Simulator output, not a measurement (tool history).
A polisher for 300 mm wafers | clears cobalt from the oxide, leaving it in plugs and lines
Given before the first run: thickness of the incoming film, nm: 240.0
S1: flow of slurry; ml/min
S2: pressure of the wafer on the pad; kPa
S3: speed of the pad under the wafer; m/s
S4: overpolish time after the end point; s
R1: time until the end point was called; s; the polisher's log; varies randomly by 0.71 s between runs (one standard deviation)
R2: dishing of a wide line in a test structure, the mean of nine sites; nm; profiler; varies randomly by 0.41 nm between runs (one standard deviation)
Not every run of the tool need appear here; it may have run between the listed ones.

run  hour   S1    S2    S3  S4      R1      R2
  1     0  230  10.3   1.1  26  58.158  36.177
  2   5.5  225  10.3   1.1  24  58.136   35.48
  3   9.8  225  10.3   1.1  34  57.415  38.308
  4  14.3  225  10.3  1.34  34  50.133  37.297
  5  21.4  225  10.3   1.1  34  56.747  37.564
  6  29.2  215   9.7  1.18  31  59.151  37.518
  7  37.2  230   9.7  1.16  28  58.539   36.94
  8  42.8  220  10.3   1.1  26    57.4  36.433
  9  43.8  235   9.7  1.12  24  61.691  36.012
 10    49  225   9.7   1.1  22  61.368   34.48
 11  56.8  215   9.7  1.14  20  58.818  35.399
 12  64.2  230   9.7   1.1  19   61.52   33.63
 13  65.5  245   9.7   1.1  18  60.614  33.106
 14  69.9  260   9.7   1.1  17  59.182  33.013
 15  74.6  205     9   1.1   8  66.487  21.727
 16  77.3  210     9   1.1   8  65.493  21.332

What does the tool deliver on the next run?
 17  78.2  215   9  1.1   8   ?   ?

{"run 17": {"R1": 66.813, "R2": 21.522}}
